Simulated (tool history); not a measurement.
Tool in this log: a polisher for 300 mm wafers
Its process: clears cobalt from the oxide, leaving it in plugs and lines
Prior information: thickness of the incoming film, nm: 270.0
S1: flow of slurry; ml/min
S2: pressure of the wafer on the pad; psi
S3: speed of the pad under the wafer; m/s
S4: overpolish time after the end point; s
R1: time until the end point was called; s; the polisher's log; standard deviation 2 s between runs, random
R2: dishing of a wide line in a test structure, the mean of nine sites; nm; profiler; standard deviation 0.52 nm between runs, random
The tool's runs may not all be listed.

run  hour   S1   S2    S3  S4      R1      R2
  1     0  300  1.3  1.02  19  86.846  23.504
  2   3.8  300  1.2     1  20  92.656  23.446
  3  10.6  300  1.1  0.96  21  107.81  22.934
  4  15.8  300  0.8  0.96  21  146.25  20.348
  5  23.6  270  0.8  0.96  21  145.16  19.701
  6  31.6  270  0.8  0.96  18  145.73  19.207
  7  32.2  280  0.8  0.96  20  147.93  19.916
  8  37.3  285  0.8  0.96  22  143.74  20.947
  9  41.7  285  0.8  0.96  23   147.5  21.063
 10  45.4  285  0.8  0.96  24  146.54  21.715
 11    53  285  0.8  0.96  25  143.73  21.912
 12  61.5  285  0.8  0.96  26  146.26  21.283
 13  66.8  290  0.8  0.96  27  145.91  21.856
 14  71.7  295  0.8  0.96  28  143.34  22.713
 15  80.1  295  0.7  0.94  30  166.26  22.526

Run 16 comes next. What will it give?
 16  81.9  295  0.6  0.94  30   ?   ?

For run 16 the tool returned R1 190.87 s, R2 21.524 nm.
